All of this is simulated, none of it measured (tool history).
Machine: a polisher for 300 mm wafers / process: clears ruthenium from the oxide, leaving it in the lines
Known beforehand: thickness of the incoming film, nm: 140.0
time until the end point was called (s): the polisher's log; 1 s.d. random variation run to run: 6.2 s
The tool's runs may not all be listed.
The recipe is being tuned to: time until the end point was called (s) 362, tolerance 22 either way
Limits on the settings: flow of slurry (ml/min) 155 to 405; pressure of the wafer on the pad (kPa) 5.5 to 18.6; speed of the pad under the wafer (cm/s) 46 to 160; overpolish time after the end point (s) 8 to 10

run,hour,flow of slurry (ml/min),pressure of the wafer on the pad (kPa),speed of the pad under the wafer (cm/s),overpolish time after the end point (s),time until the end point was called (s)
1,0,260,11.7,102,10,165.28
2,8.2,260,11.7,102,10,161.63
3,13.7,260,10.3,96,10,195.55
4,17.6,260,10.3,114,10,166.06
5,24.1,260,9.7,106,10,187.66
# hour 32.1: head pressure recalibrated
6,32.1,260,9.7,92,10,232.56
7,38.2,260,9,92,10,233.13
8,41.2,260,8.3,90,10,261.62
9,49.5,260,7.6,88,10,281.62
10,57.6,260,6.9,86,10,312.04

Which one of the following 4 next-run settings gets every result inside its allowed miss? There is exactly one.
A,65.7,265,5.5,100,8,?
B,65.7,280,6.9,84,9,?
C,65.7,240,8.3,74,10,?
D,65.7,290,6.2,78,10,?

move,time until the end point was called (s)
A,312.24
B,314.8
C,316.66
D,362.81
A: neither nearer nor further off than the last run
B: moves toward the targets from the last run without getting all of them in spec
C: moves toward the targets from the last run without getting all of them in spec
D: hits every target within its allowed miss
D is the move that brings every result within its allowed miss.

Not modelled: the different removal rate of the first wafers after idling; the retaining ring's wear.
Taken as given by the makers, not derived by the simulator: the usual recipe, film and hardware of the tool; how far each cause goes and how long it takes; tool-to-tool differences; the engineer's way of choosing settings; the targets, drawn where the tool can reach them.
